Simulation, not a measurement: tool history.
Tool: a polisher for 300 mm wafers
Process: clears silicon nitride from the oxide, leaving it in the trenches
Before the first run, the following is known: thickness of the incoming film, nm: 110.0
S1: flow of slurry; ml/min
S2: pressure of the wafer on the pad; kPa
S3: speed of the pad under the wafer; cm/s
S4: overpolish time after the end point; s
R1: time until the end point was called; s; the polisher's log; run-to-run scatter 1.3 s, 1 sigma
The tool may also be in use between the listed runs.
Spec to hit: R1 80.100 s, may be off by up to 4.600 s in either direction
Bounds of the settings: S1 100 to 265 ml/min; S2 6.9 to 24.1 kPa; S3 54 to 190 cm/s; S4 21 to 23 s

Run 1, hour 0.0: S1 170 ml/min, S2 15.2 kPa, S3 122 cm/s, S4 21 s. Result: R1 123.670 s.
Run 2, hour 1.4: S1 170 ml/min, S2 11.7 kPa, S3 122 cm/s, S4 21 s. Result: R1 145.170 s.
Run 3, hour 6.4: S1 210 ml/min, S2 11.7 kPa, S3 122 cm/s, S4 21 s. Result: R1 136.380 s.
Run 4, hour 14.1: S1 215 ml/min, S2 13.8 kPa, S3 124 cm/s, S4 21 s. Result: R1 128.780 s.
Run 5, hour 17.1: S1 215 ml/min, S2 15.9 kPa, S3 130 cm/s, S4 21 s. Result: R1 112.030 s.
Run 6, hour 21.2: S1 215 ml/min, S2 15.9 kPa, S3 130 cm/s, S4 23 s. Result: R1 111.240 s.
Run 7, hour 26.6: S1 215 ml/min, S2 17.2 kPa, S3 132 cm/s, S4 23 s. Result: R1 102.830 s.
Run 8, hour 34.8: S1 215 ml/min, S2 18.6 kPa, S3 134 cm/s, S4 23 s. Result: R1 101.880 s.
Run 9, hour 39.0: S1 215 ml/min, S2 19.3 kPa, S3 138 cm/s, S4 23 s. Result: R1 94.607 s.

Which single option among these 4 for the next run brings every result within its allowed miss of target? Just one does.
Run A, hour 43.2: S1 195 ml/min, S2 24.1 kPa, S3 176 cm/s, S4 22 s. Result: R1 ?.
Run B, hour 43.2: S1 175 ml/min, S2 15.9 kPa, S3 114 cm/s, S4 23 s. Result: R1 ?.
Run C, hour 43.2: S1 230 ml/min, S2 19.3 kPa, S3 168 cm/s, S4 22 s. Result: R1 ?.
Run D, hour 43.2: S1 250 ml/min, S2 17.9 kPa, S3 104 cm/s, S4 23 s. Result: R1 ?.

move       R1
   A   67.591
   B  121.990
   C   80.982
   D  114.830
A: takes the biggest miss from the last run beyond its target
B: misses by more than the last run did
C: meets every target
D: misses by more than the last run did
C meets every target.
